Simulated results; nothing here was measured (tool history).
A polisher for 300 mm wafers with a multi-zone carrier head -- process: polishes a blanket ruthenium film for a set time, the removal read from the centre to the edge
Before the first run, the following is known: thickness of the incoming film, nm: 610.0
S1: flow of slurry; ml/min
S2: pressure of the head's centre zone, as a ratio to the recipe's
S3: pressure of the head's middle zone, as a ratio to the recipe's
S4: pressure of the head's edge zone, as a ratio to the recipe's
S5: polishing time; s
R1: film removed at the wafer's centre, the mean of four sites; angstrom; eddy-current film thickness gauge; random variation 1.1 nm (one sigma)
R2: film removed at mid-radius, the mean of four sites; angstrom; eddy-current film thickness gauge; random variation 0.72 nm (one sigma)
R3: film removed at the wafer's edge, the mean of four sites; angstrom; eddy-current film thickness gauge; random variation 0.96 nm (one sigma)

{"run": 1, "hour": 0.0, "S1": 190, "S2": 1.0, "S3": 1.0, "S4": 1.0, "S5": 88, "R1": 1031.2, "R2": 1017.0, "R3": 1028.9}
{"run": 2, "hour": 5.3, "S1": 215, "S2": 1.0, "S3": 1.0, "S4": 1.0, "S5": 88, "R1": 1049.7, "R2": 1033.1, "R3": 1050.2}
{"run": 3, "hour": 13.6, "S1": 215, "S2": 1.0, "S3": 1.04, "S4": 1.0, "S5": 88, "R1": 1052.5, "R2": 1043.3, "R3": 1044.3}
{"run": 4, "hour": 18.9, "S1": 180, "S2": 1.0, "S3": 1.04, "S4": 1.0, "S5": 88, "R1": 1009.4, "R2": 1030.5, "R3": 1016.9}
{"run": 5, "hour": 21.4, "S1": 175, "S2": 0.99, "S3": 1.02, "S4": 1.01, "S5": 87, "R1": 978.19, "R2": 1005.8, "R3": 1016.7}
{"run": 6, "hour": 29.0, "S1": 170, "S2": 0.98, "S3": 1.0, "S4": 1.01, "S5": 87, "R1": 973.14, "R2": 996.45, "R3": 997.41}

Predict the results of run 7:
{"run": 7, "hour": 33.1, "S1": 170, "S2": 0.97, "S3": 0.98, "S4": 1.03, "S5": 86, "R1": "?", "R2": "?", "R3": "?"}

R1: 939.77 angstrom
R2: 961.31 angstrom
R3: 1005.20 angstrom
